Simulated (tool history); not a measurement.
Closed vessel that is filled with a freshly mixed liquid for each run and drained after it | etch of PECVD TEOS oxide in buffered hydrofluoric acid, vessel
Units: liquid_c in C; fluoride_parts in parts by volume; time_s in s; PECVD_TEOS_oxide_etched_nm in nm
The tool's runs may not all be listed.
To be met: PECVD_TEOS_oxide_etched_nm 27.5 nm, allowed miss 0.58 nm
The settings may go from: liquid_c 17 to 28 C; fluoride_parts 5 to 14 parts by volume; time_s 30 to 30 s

run,day,liquid_c,fluoride_parts,time_s,PECVD_TEOS_oxide_etched_nm
1,0,20,8.5,30,40.517
2,0.067,19,9,30,36
3,0.312,22,9,30,42.381
4,0.446,22,11,30,36.137
5,0.742,22,10,30,39.661
6,1.008,22,10,30,39.57
7,1.108,20.5,10.5,30,34.883
8,1.283,19.5,10.5,30,32.884
9,1.346,18.5,10.5,30,30.94
10,1.375,18,10.5,30,30.383

Which of these 5 next moves meets every target?
A,1.404,21,11.5,30,?
B,1.404,18.5,10,30,?
C,1.404,19,13,30,?
D,1.404,17,11,30,?
E,1.404,17,10.5,30,?

move,PECVD_TEOS_oxide_etched_nm
A,32.652
B,32.585
C,25.932
D,27.301
E,28.568
A: further off than the last run
B: further off than the last run
C: takes the result that was furthest off past its target
D: meets every target
E: nearer than the last run, and not there yet
Move D is the one to make.
